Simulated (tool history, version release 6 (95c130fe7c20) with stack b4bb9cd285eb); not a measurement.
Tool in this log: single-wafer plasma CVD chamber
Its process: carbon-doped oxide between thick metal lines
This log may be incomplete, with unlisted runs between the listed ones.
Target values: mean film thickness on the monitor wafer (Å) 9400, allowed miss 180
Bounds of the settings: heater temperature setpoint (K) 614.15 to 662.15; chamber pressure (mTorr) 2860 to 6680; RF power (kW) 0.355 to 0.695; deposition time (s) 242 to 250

| run | day | heater temperature setpoint (K) | chamber pressure (mTorr) | RF power (kW) | deposition time (s) | mean film thickness on the monitor wafer (Å) |
|---|---|---|---|---|---|---|
| 1 | 0 | 638.15 | 4770 | 0.525 | 242 | 11354 |
| 2 | 0.188 | 638.15 | 4770 | 0.525 | 250 | 11673 |
| 3 | 0.3 | 638.15 | 4770 | 0.495 | 250 | 11380 |
| 4 | 0.471 | 638.15 | 4770 | 0.495 | 242 | 10915 |
| 5 | 0.729 | 648.15 | 4770 | 0.495 | 242 | 10731 |
| 6 | 0.879 | 649.15 | 4510 | 0.475 | 242 | 10454 |
| 7 | 0.925 | 650.15 | 4390 | 0.455 | 242 | 10119 |
| 8 | 1.042 | 650.15 | 4210 | 0.445 | 242 | 9972.8 |
| 9 | 1.346 | 650.15 | 4070 | 0.435 | 242 | 9814.7 |
| 10 | 1.392 | 650.15 | 3950 | 0.43 | 242 | 9730.2 |
| 11 | 1.625 | 650.15 | 3860 | 0.425 | 242 | 9586.5 |
| 12 | 1.862 | 650.15 | 3860 | 0.425 | 242 | 9686.9 |

Exactly one of the 4 candidate moves below puts every result within its allowed miss. Which one?
| A | 2.1 | 645.15 | 4240 | 0.425 | 247 | ? |
| B | 2.1 | 647.15 | 5140 | 0.365 | 250 | ? |
| C | 2.1 | 648.15 | 3080 | 0.39 | 242 | ? |
| D | 2.1 | 650.15 | 3800 | 0.385 | 242 | ? |

| move | mean film thickness on the monitor wafer (Å) |
|---|---|
| A | 9990.4 |
| B | 9341.2 |
| C | 8954.6 |
| D | 9012.7 |
A: misses by more than the last run did
B: each result inside its tolerance
C: pushes the last run's worst result past its target
D: pushes the last run's worst result past its target
B meets every target.

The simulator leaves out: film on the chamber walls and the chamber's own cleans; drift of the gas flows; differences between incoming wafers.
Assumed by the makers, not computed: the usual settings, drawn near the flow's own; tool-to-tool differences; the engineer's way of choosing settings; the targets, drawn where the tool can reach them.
